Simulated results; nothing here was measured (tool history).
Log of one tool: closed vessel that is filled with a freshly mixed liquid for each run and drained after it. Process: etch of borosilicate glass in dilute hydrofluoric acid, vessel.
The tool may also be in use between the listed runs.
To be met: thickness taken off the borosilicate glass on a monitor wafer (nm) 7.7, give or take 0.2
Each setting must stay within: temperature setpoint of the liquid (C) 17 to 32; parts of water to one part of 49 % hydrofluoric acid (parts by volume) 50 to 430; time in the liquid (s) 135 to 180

run	hour	temperature setpoint of the liquid (C)	parts of water to one part of 49 % hydrofluoric acid (parts by volume)	time in the liquid (s)	thickness taken off the borosilicate glass on a monitor wafer (nm)
1	0	24	240	180	13.049
2	8.1	24	285	180	10.565
3	14.2	26.5	285	180	11.758
4	23.1	25.5	285	180	11.242
5	26.3	24.5	285	180	10.771
6	26.8	24.5	285	180	10.71
7	34	23.5	285	180	10.34
8	40.2	22.5	285	180	9.9742
9	47.1	22	285	180	9.9115
10	49.4	21.5	290	180	9.4378

Which of these 5 next moves meets every target?
A	51.7	22.5	235	180	?
B	51.7	19.5	265	140	?
C	51.7	21	255	180	?
D	51.7	19.5	230	170	?
E	51.7	21	250	135	?

move	thickness taken off the borosilicate glass on a monitor wafer (nm)
A	12.73
B	7.6231
C	10.881
D	11
E	8.362
A: moves away from the targets compared with the last run
B: all results land within tolerance of their targets
C: moves away from the targets compared with the last run
D: moves away from the targets compared with the last run
E: closes in on the targets versus the last run, not all within tolerance yet
B is the move that brings every result within its allowed miss.
